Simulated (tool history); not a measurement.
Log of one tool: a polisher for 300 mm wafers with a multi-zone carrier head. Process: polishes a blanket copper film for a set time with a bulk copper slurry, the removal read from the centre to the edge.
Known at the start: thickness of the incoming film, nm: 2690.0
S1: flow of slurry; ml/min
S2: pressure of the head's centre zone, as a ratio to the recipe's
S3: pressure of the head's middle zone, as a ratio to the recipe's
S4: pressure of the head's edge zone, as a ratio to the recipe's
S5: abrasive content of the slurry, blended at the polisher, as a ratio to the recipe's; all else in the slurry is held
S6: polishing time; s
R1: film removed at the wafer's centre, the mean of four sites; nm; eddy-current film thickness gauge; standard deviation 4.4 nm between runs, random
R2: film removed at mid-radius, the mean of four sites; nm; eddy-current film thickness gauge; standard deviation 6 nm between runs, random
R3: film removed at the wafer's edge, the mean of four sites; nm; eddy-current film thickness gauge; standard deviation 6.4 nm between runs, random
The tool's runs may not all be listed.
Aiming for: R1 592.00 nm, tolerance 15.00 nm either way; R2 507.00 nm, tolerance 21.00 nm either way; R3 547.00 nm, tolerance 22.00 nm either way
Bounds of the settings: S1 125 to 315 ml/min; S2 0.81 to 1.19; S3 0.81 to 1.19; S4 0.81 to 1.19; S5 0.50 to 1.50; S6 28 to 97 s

Run 1, hour 0.0: S1 205 ml/min, S2 1.00, S3 1.00, S4 1.00, S5 1.00, S6 62 s. Result: R1 501.73 nm, R2 493.43 nm, R3 510.43 nm.
Run 2, hour 5.4: S1 205 ml/min, S2 1.00, S3 0.96, S4 1.00, S5 1.00, S6 62 s. Result: R1 503.12 nm, R2 479.00 nm, R3 510.31 nm.
Run 3, hour 11.3: S1 205 ml/min, S2 1.00, S3 0.96, S4 1.00, S5 0.90, S6 62 s. Result: R1 488.52 nm, R2 466.99 nm, R3 487.86 nm.
Run 4, hour 14.7: S1 180 ml/min, S2 1.00, S3 0.96, S4 1.00, S5 0.90, S6 62 s. Result: R1 477.88 nm, R2 460.25 nm, R3 479.48 nm.
Run 5, hour 21.6: S1 180 ml/min, S2 1.00, S3 0.99, S4 1.00, S5 0.90, S6 62 s. Result: R1 479.94 nm, R2 464.72 nm, R3 488.97 nm.
Run 6, hour 28.9: S1 180 ml/min, S2 1.05, S3 0.99, S4 1.00, S5 0.90, S6 62 s. Result: R1 496.35 nm, R2 467.74 nm, R3 487.41 nm.
Run 7, hour 34.2: S1 205 ml/min, S2 1.08, S3 0.99, S4 1.02, S5 0.95, S6 62 s. Result: R1 535.53 nm, R2 482.80 nm, R3 497.97 nm.
Run 8, hour 39.7: S1 220 ml/min, S2 1.09, S3 0.98, S4 1.05, S5 1.00, S6 62 s. Result: R1 554.94 nm, R2 491.10 nm, R3 522.24 nm.
Run 9, hour 43.6: S1 230 ml/min, S2 1.10, S3 0.98, S4 1.06, S5 1.00, S6 62 s. Result: R1 563.70 nm, R2 494.40 nm, R3 524.31 nm.
Run 10, hour 44.2: S1 240 ml/min, S2 1.11, S3 0.98, S4 1.07, S5 1.00, S6 62 s. Result: R1 576.07 nm, R2 499.86 nm, R3 537.00 nm.
Run 11, hour 47.5: S1 245 ml/min, S2 1.11, S3 0.98, S4 1.07, S5 1.00, S6 62 s. Result: R1 577.62 nm, R2 493.00 nm, R3 548.21 nm.
Run 12, hour 53.0: S1 245 ml/min, S2 1.12, S3 0.99, S4 1.06, S5 1.00, S6 62 s. Result: R1 579.67 nm, R2 513.10 nm, R3 524.27 nm.
Run 13, hour 60.0: S1 245 ml/min, S2 1.12, S3 0.99, S4 1.07, S5 1.00, S6 62 s. Result: R1 571.05 nm, R2 503.00 nm, R3 529.43 nm.

4 next moves are on the table. One of them brings every result within its allowed miss. Which?
Run A, hour 67.0: S1 270 ml/min, S2 1.08, S3 0.99, S4 1.08, S5 1.00, S6 62 s. Result: R1 ?, R2 ?, R3 ?.
Run B, hour 67.0: S1 125 ml/min, S2 1.18, S3 1.09, S4 1.10, S5 1.35, S6 59 s. Result: R1 ?, R2 ?, R3 ?.
Run C, hour 67.0: S1 235 ml/min, S2 1.14, S3 0.99, S4 1.11, S5 0.95, S6 64 s. Result: R1 ?, R2 ?, R3 ?.
Run D, hour 67.0: S1 235 ml/min, S2 1.15, S3 0.92, S4 1.04, S5 1.00, S6 62 s. Result: R1 ?, R2 ?, R3 ?.

move      R1      R2      R3
   A  568.58  515.54  537.10
   B  563.13  507.27  512.52
   C  601.03  516.77  548.03
   D  595.16  481.71  521.62
A: lands further from the targets than the last run did
B: lands further from the targets than the last run did
C: each result inside its tolerance
D: the worst result of the last run now meets its target, but another is out of spec
The move that meets every target is C.
